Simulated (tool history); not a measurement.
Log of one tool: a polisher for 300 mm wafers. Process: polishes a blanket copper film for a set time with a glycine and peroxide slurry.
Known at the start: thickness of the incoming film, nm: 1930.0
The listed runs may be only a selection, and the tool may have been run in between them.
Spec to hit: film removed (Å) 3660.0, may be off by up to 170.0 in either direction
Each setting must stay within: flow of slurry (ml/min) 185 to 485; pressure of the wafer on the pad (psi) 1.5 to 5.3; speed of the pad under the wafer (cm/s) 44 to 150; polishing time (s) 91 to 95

run	hour	flow of slurry (ml/min)	pressure of the wafer on the pad (psi)	speed of the pad under the wafer (cm/s)	polishing time (s)	film removed (Å)
1	0.0	310	3.4	96	91	6007.3
2	7.0	310	3.4	82	91	5276.9
3	10.7	310	3.4	82	91	5204.4
4	18.2	310	2.9	82	91	4760.1
5	19.0	260	2.9	82	91	4640.3
6	23.2	260	2.9	82	95	4786.9
7	26.4	255	2.6	82	95	4518.7
8	33.6	255	2.4	82	95	4228.8

Exercise: of the 5 proposed moves below, exactly one satisfies all targets within the stated allowed misses. Which move is it?
A	40.8	250	2.8	94	95	?
B	40.8	280	1.9	90	95	?
C	40.8	210	2.5	102	95	?
D	40.8	290	2.7	64	91	?
E	40.8	380	1.7	120	95	?

move	film removed (Å)
A	5411.9
B	4136.0
C	5250.2
D	3797.4
E	4974.2
A: the biggest miss grows against the last run
B: better than the last run, though not everything is in spec
C: the biggest miss grows against the last run
D: in spec on every target
E: the biggest miss grows against the last run
D meets every target.

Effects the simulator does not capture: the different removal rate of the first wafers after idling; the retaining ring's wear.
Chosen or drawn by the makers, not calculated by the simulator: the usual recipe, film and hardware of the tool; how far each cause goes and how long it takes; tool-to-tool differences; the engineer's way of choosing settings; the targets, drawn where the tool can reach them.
